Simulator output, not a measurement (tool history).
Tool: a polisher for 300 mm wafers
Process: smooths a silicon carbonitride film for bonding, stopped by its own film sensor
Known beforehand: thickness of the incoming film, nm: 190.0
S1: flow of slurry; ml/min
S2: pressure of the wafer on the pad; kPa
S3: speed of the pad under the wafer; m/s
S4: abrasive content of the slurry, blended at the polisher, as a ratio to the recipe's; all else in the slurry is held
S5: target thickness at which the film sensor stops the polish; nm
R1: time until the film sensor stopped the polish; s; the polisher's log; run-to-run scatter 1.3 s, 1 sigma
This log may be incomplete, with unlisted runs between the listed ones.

run,hour,S1,S2,S3,S4,S5,R1
1,0.0,250,11.0,1.12,1.0,181,47.569
2,7.5,250,11.0,1.12,1.0,181,47.388
3,15.4,250,11.0,1.22,1.0,181,44.555
4,19.4,250,11.0,1.22,0.8,181,53.046
5,21.5,280,11.0,1.22,0.8,181,52.901
6,26.9,280,9.7,1.16,0.8,181,59.789

What does the tool deliver on the next run?
7,32.2,280,9.0,1.08,0.8,181,?

Run 7 gave R1 69.689 s.
